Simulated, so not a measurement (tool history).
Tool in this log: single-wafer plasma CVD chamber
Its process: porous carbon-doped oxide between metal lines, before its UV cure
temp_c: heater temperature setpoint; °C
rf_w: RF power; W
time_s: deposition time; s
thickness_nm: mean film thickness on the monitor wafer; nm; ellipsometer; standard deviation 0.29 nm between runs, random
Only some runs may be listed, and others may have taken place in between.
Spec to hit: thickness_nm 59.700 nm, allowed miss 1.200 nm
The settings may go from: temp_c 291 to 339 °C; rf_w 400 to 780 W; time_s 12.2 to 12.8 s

Run 1, day 0.000: temp_c 315 °C, rf_w 590 W, time_s 12.8 s. Result: thickness_nm 73.100 nm.
Run 2, day 0.138: temp_c 315 °C, rf_w 590 W, time_s 12.8 s. Result: thickness_nm 73.437 nm.
Run 3, day 0.192: temp_c 319 °C, rf_w 565 W, time_s 12.8 s. Result: thickness_nm 69.346 nm.
Run 4, day 0.458: temp_c 319 °C, rf_w 595 W, time_s 12.8 s. Result: thickness_nm 72.213 nm.
Run 5, day 0.542: temp_c 319 °C, rf_w 645 W, time_s 12.8 s. Result: thickness_nm 76.439 nm.
Run 6, day 0.812: temp_c 323 °C, rf_w 615 W, time_s 12.7 s. Result: thickness_nm 72.101 nm.
Run 7, day 0.858: temp_c 326 °C, rf_w 590 W, time_s 12.7 s. Result: thickness_nm 68.144 nm.
Run 8, day 0.975: temp_c 329 °C, rf_w 580 W, time_s 12.7 s. Result: thickness_nm 66.828 nm.
Run 9, day 1.012: temp_c 331 °C, rf_w 565 W, time_s 12.7 s. Result: thickness_nm 65.083 nm.
Run 10, day 1.046: temp_c 338 °C, rf_w 510 W, time_s 12.6 s. Result: thickness_nm 57.247 nm.
Run 11, day 1.304: temp_c 337 °C, rf_w 510 W, time_s 12.6 s. Result: thickness_nm 57.736 nm.
Run 12, day 1.654: temp_c 336 °C, rf_w 510 W, time_s 12.6 s. Result: thickness_nm 58.110 nm.
Run 13, day 1.758: temp_c 335 °C, rf_w 510 W, time_s 12.6 s. Result: thickness_nm 58.270 nm.

5 next moves are on the table. One of them brings every result within its allowed miss. Which?
Run A, day 1.862: temp_c 332 °C, rf_w 490 W, time_s 12.7 s. Result: thickness_nm ?.
Run B, day 1.862: temp_c 338 °C, rf_w 520 W, time_s 12.8 s. Result: thickness_nm ?.
Run C, day 1.862: temp_c 338 °C, rf_w 590 W, time_s 12.2 s. Result: thickness_nm ?.
Run D, day 1.862: temp_c 335 °C, rf_w 480 W, time_s 12.8 s. Result: thickness_nm ?.
Run E, day 1.862: temp_c 339 °C, rf_w 470 W, time_s 12.8 s. Result: thickness_nm ?.

move  thickness_nm
   A        57.800
   B        59.484
   C        62.639
   D        56.501
   E        54.509
A: further off than the last run
B: each result inside its tolerance
C: the result that was furthest off in the last run now lies on the other side of its target
D: further off than the last run
E: further off than the last run
B meets every target.
